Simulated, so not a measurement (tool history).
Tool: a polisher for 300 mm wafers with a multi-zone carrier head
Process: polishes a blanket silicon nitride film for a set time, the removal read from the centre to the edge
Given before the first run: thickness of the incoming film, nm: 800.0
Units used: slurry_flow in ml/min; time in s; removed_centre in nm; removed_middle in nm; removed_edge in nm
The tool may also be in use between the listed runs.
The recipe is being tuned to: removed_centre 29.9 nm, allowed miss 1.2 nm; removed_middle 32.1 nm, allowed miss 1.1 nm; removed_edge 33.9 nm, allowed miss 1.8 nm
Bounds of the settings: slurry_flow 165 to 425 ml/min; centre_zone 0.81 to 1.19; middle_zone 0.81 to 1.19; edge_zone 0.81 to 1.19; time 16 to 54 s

{"run": 1, "hour": 0.0, "slurry_flow": 275, "centre_zone": 1, "middle_zone": 1, "edge_zone": 1, "time": 35, "removed_centre": 39.897, "removed_middle": 40.176, "removed_edge": 39.788}
{"run": 2, "hour": 3.5, "slurry_flow": 275, "centre_zone": 0.98, "middle_zone": 0.99, "edge_zone": 0.99, "time": 35, "removed_centre": 37.481, "removed_middle": 40.016, "removed_edge": 41.501}
{"run": 3, "hour": 9.4, "slurry_flow": 275, "centre_zone": 0.98, "middle_zone": 0.99, "edge_zone": 0.99, "time": 34, "removed_centre": 36.612, "removed_middle": 39.261, "removed_edge": 40.746}
{"run": 4, "hour": 12.9, "slurry_flow": 275, "centre_zone": 0.98, "middle_zone": 0.99, "edge_zone": 0.99, "time": 33, "removed_centre": 36.577, "removed_middle": 37.902, "removed_edge": 38.851}
{"run": 5, "hour": 18.7, "slurry_flow": 335, "centre_zone": 0.98, "middle_zone": 0.99, "edge_zone": 0.99, "time": 33, "removed_centre": 35.968, "removed_middle": 38.287, "removed_edge": 38.186}
{"run": 6, "hour": 25.4, "slurry_flow": 335, "centre_zone": 0.98, "middle_zone": 0.99, "edge_zone": 0.99, "time": 37, "removed_centre": 41.729, "removed_middle": 42.786, "removed_edge": 44.242}
{"run": 7, "hour": 34.4, "slurry_flow": 335, "centre_zone": 0.98, "middle_zone": 0.98, "edge_zone": 0.99, "time": 36, "removed_centre": 40.265, "removed_middle": 42.075, "removed_edge": 41.989}
{"run": 8, "hour": 42.5, "slurry_flow": 335, "centre_zone": 0.98, "middle_zone": 0.97, "edge_zone": 0.99, "time": 35, "removed_centre": 38.084, "removed_middle": 39.467, "removed_edge": 41.988}
{"run": 9, "hour": 46.6, "slurry_flow": 335, "centre_zone": 0.98, "middle_zone": 0.97, "edge_zone": 0.99, "time": 34, "removed_centre": 39.258, "removed_middle": 38.431, "removed_edge": 39.954}
{"run": 10, "hour": 49.4, "slurry_flow": 335, "centre_zone": 0.97, "middle_zone": 0.97, "edge_zone": 0.99, "time": 33, "removed_centre": 36.524, "removed_middle": 37.65, "removed_edge": 39.02}
{"run": 11, "hour": 55.0, "slurry_flow": 335, "centre_zone": 0.97, "middle_zone": 0.97, "edge_zone": 0.99, "time": 32, "removed_centre": 35.474, "removed_middle": 36, "removed_edge": 38.532}
{"run": 12, "hour": 58.7, "slurry_flow": 305, "centre_zone": 0.87, "middle_zone": 0.92, "edge_zone": 0.89, "time": 29, "removed_centre": 29.057, "removed_middle": 31.042, "removed_edge": 32.094}

Which of these 5 next moves meets every target?
{"run": "A", "hour": 62.4, "slurry_flow": 325, "centre_zone": 0.92, "middle_zone": 0.93, "edge_zone": 0.86, "time": 27, "removed_centre": "?", "removed_middle": "?", "removed_edge": "?"}
{"run": "B", "hour": 62.4, "slurry_flow": 385, "centre_zone": 0.83, "middle_zone": 0.86, "edge_zone": 0.81, "time": 31, "removed_centre": "?", "removed_middle": "?", "removed_edge": "?"}
{"run": "C", "hour": 62.4, "slurry_flow": 310, "centre_zone": 0.97, "middle_zone": 1.06, "edge_zone": 0.81, "time": 27, "removed_centre": "?", "removed_middle": "?", "removed_edge": "?"}
{"run": "D", "hour": 62.4, "slurry_flow": 295, "centre_zone": 0.81, "middle_zone": 0.81, "edge_zone": 0.93, "time": 33, "removed_centre": "?", "removed_middle": "?", "removed_edge": "?"}
{"run": "E", "hour": 62.4, "slurry_flow": 280, "centre_zone": 0.81, "middle_zone": 0.92, "edge_zone": 0.91, "time": 30, "removed_centre": "?", "removed_middle": "?", "removed_edge": "?"}

move=A removed_centre=28.344 removed_middle=29.587 removed_edge=29.601
move=B removed_centre=29.802 removed_middle=32.329 removed_edge=33.51
move=C removed_centre=29.771 removed_middle=32.878 removed_edge=28.674
move=D removed_centre=30.111 removed_middle=31.968 removed_edge=37.276
move=E removed_centre=27.22 removed_middle=32.091 removed_edge=33.351
A: the biggest miss grows against the last run
B: all results in spec
C: the biggest miss grows against the last run
D: carries the result that was furthest off beyond its target, to the other side
E: gets the furthest-off result to its target, but another result is out of tolerance
Go with B: it meets all targets.
